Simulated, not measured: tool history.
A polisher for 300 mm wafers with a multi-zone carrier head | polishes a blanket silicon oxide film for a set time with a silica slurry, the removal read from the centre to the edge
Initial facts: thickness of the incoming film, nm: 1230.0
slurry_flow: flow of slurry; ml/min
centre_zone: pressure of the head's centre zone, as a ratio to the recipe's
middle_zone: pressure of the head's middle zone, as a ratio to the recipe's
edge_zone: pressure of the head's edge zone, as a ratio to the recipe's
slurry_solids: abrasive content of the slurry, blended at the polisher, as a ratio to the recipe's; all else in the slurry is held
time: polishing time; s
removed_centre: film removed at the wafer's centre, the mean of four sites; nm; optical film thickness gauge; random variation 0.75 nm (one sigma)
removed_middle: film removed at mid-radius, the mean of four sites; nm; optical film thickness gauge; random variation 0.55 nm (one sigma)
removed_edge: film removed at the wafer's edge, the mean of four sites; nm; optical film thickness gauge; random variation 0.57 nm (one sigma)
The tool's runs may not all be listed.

run,hour,slurry_flow,centre_zone,middle_zone,edge_zone,slurry_solids,time,removed_centre,removed_middle,removed_edge
1,0.0,300,1.00,1.00,1.00,1.00,69,129.460,134.960,137.740
2,2.6,300,1.00,1.00,1.00,1.00,59,112.670,116.030,117.880
3,7.4,300,1.00,1.03,1.00,1.00,59,113.220,118.190,115.670
4,11.4,330,1.00,1.03,1.00,1.00,59,114.560,119.890,115.460
5,15.0,330,1.00,1.03,1.00,1.00,49,93.442,99.474,99.705
6,15.6,330,1.02,1.03,0.96,0.85,47,84.550,89.176,85.915

What will run 7 give?
7,22.2,330,1.04,1.01,0.93,0.75,47,?,?,?

removed_centre: 82.273 nm
removed_middle: 82.745 nm
removed_edge: 79.042 nm
